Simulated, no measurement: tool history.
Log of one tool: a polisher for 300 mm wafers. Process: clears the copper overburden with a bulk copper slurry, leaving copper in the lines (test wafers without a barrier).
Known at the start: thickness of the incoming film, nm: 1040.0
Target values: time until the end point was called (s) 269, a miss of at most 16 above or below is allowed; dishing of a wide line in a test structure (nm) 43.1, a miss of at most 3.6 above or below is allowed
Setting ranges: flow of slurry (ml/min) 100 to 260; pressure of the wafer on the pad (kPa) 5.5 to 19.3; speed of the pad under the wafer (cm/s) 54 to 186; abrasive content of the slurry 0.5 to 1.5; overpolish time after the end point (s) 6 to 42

run,day,flow of slurry (ml/min),pressure of the wafer on the pad (kPa),speed of the pad under the wafer (cm/s),abrasive content of the slurry,overpolish time after the end point (s),time until the end point was called (s),dishing of a wide line in a test structure (nm)
1,0,165,12.4,118,1,21,176.75,72.21
2,0.083,165,11.7,118,1,20,178.43,62.417
3,0.233,165,13.1,118,1,20,163.07,73.535
4,0.554,165,15.9,118,1,20,140.83,81.672
5,0.7,165,14.5,116,1,20,156.18,73.489
6,0.979,130,14.5,116,1,20,160.04,71.488
7,1.25,130,13.8,114,1,20,167.49,69.17
8,1.279,130,13.1,112,1,20,181.84,68.972
9,1.383,130,12.4,112,1,19,188.4,59.106
10,1.558,130,9,102,1,23,266.02,54.944
11,1.767,130,9,102,1,15,270.98,37.567

Exactly one of the 5 candidate moves below puts every result within its allowed miss. Which one?
A,1.975,180,5.5,136,1.35,17,?,?
B,1.975,100,8.3,118,1.05,11,?,?
C,1.975,125,9,104,0.95,12,?,?
D,1.975,110,11.7,80,1.15,17,?,?
E,1.975,145,9,112,1.2,11,?,?

move,time until the end point was called (s),dishing of a wide line in a test structure (nm)
A,239.8,44.484
B,252.58,30.787
C,266.04,31.868
D,270.41,42.905
E,224.09,34.262
A: brings the last run's worst result on target, with another outside its allowed miss
B: further off than the last run
C: further off than the last run
D: every result lands within tolerance
E: further off than the last run
D meets every target.
